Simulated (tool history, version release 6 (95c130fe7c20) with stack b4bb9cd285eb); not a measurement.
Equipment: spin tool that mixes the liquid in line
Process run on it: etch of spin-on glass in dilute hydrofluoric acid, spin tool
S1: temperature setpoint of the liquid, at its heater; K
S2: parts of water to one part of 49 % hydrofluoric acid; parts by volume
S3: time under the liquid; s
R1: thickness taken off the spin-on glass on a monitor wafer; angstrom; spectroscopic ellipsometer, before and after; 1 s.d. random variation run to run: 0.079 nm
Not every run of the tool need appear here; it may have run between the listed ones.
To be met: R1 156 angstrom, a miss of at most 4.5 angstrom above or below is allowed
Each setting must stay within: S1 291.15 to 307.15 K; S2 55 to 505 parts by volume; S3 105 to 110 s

run 1 hour=0 | S1=299.15 S2=280 S3=105 | R1=95.973
run 2 hour=8.9 | S1=301.65 S2=260 S3=105 | R1=115.02
run 3 hour=9.7 | S1=301.65 S2=210 S3=105 | R1=149.48
run 4 hour=15.9 | S1=301.65 S2=165 S3=105 | R1=202.27
run 5 hour=19.9 | S1=304.65 S2=165 S3=105 | R1=226.49
run 6 hour=25.2 | S1=301.65 S2=165 S3=105 | R1=201.28
run 7 hour=34.1 | S1=297.65 S2=170 S3=105 | R1=167.69
run 8 hour=36.5 | S1=297.15 S2=170 S3=105 | R1=164.64
-- hour=41 thermometer replaced
run 9 hour=41 | S1=296.65 S2=170 S3=105 | R1=177.26
run 10 hour=44.6 | S1=296.65 S2=205 S3=105 | R1=140.99
run 11 hour=50.2 | S1=297.65 S2=205 S3=105 | R1=147.22
run 12 hour=50.9 | S1=298.15 S2=205 S3=105 | R1=149.84

5 candidate next runs follow, results not yet known. Just one meets every target within its allowed miss. Identify it.
run A hour=51.6 | S1=299.65 S2=220 S3=105 | R1=?
run B hour=51.6 | S1=295.15 S2=180 S3=105 | R1=?
run C hour=51.6 | S1=301.15 S2=235 S3=105 | R1=?
run D hour=51.6 | S1=292.15 S2=170 S3=105 | R1=?
run E hour=51.6 | S1=297.15 S2=210 S3=110 | R1=?

move=A R1=144.72
move=B R1=156.47
move=C R1=140.4
move=D R1=148.9
move=E R1=146.72
A: moves away from the targets compared with the last run
B: meets every target
C: moves away from the targets compared with the last run
D: moves away from the targets compared with the last run
E: moves away from the targets compared with the last run
B is the move that brings every result within its allowed miss.
